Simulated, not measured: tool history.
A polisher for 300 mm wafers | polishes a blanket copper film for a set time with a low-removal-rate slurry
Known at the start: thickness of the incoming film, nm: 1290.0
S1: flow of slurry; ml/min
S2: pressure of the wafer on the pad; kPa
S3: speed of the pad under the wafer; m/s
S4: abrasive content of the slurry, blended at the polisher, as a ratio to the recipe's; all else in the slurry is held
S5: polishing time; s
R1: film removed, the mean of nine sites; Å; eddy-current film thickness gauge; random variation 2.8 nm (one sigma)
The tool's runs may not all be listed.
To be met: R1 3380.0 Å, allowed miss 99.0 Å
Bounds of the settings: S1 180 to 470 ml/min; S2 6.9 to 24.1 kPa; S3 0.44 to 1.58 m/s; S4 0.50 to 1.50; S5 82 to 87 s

run	day	S1	S2	S3	S4	S5	R1
1	0.000	300	15.2	1.00	1.00	82	1897.0
2	0.142	300	15.9	1.00	1.00	82	1954.8
3	0.358	300	16.5	1.00	1.00	82	2008.1
4	0.583	300	16.5	1.00	1.20	82	2099.3
5	0.638	300	16.5	1.10	1.20	82	2283.4
6	0.879	300	17.2	1.10	1.20	82	2340.5
7	1.092	300	17.9	1.10	1.20	82	2464.3
8	1.396	300	18.6	1.10	1.20	82	2550.6
9	1.712	300	19.3	1.10	1.20	82	2596.5
10	1.779	300	20.0	1.10	1.20	82	2650.5
11	1.846	300	20.0	1.10	1.20	82	2688.0
12	2.058	300	20.0	1.10	1.20	82	2744.1
13	2.433	305	23.4	1.10	1.20	82	3085.4
14	2.654	305	23.4	1.10	1.20	82	3095.5
15	2.912	305	23.4	1.10	1.20	82	3090.0

4 next moves are on the table. One of them brings every result within its allowed miss. Which?
A	3.171	280	22.1	1.10	1.20	87	?
B	3.171	205	24.1	1.10	1.40	87	?
C	3.171	325	23.4	1.14	1.00	83	?
D	3.171	395	22.1	1.06	1.15	82	?

move	R1
A	3099.0
B	3348.2
C	3160.8
D	2868.6
A: as far off as the last run
B: meets every target
C: nearer than the last run, and not there yet
D: further off than the last run
Answer: B
